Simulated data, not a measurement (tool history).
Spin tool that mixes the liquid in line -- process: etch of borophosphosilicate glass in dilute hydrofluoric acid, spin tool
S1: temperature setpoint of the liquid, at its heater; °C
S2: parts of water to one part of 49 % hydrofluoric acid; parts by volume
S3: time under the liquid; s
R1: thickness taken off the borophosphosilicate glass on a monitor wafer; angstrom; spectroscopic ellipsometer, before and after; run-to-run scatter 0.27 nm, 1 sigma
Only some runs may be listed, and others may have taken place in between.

{"run": 1, "hour": 0.0, "S1": 21.0, "S2": 215, "S3": 130, "R1": 339.67}
{"run": 2, "hour": 2.5, "S1": 21.0, "S2": 290, "S3": 130, "R1": 234.12}
{"run": 3, "hour": 4.1, "S1": 23.5, "S2": 290, "S3": 130, "R1": 256.39}
{"run": 4, "hour": 11.5, "S1": 23.5, "S2": 290, "S3": 130, "R1": 258.88}
{"run": 5, "hour": 19.1, "S1": 23.5, "S2": 225, "S3": 130, "R1": 352.61}
{"run": 6, "hour": 24.4, "S1": 23.5, "S2": 225, "S3": 130, "R1": 353.96}

Run 7 has not been measured yet. What should we expect?
{"run": 7, "hour": 27.7, "S1": 25.0, "S2": 220, "S3": 130, "R1": "?"}

Run 7 yielded R1 381.78 angstrom.
